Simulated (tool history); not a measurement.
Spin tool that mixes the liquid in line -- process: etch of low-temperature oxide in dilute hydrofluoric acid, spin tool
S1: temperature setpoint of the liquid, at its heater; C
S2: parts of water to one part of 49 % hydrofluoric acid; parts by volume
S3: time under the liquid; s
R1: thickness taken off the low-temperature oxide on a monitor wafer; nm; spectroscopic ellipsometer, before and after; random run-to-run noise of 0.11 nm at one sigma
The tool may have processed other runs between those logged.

run,day,S1,S2,S3,R1
1,0,21,80,270,40.254
2,0.325,20.5,85,270,36.953
3,0.638,17.5,85,270,32.466
4,0.912,17.5,65,270,43.365
5,1.138,17.5,75,270,37.102
6,1.192,17.5,80,270,35.004
7,1.396,17.5,80,270,34.648
8,1.446,17.5,85,270,32.656
9,1.738,17.5,90,270,30.551
10,1.875,17.5,95,270,29.018
11,2.092,17.5,100,270,27.42
12,2.346,17.5,105,270,25.849
13,2.629,17.5,110,270,24.763
14,2.979,17.5,115,270,23.264

What does the tool deliver on the next run?
15,3.183,17,120,270,?

Run 15 produced R1 21.895 nm.

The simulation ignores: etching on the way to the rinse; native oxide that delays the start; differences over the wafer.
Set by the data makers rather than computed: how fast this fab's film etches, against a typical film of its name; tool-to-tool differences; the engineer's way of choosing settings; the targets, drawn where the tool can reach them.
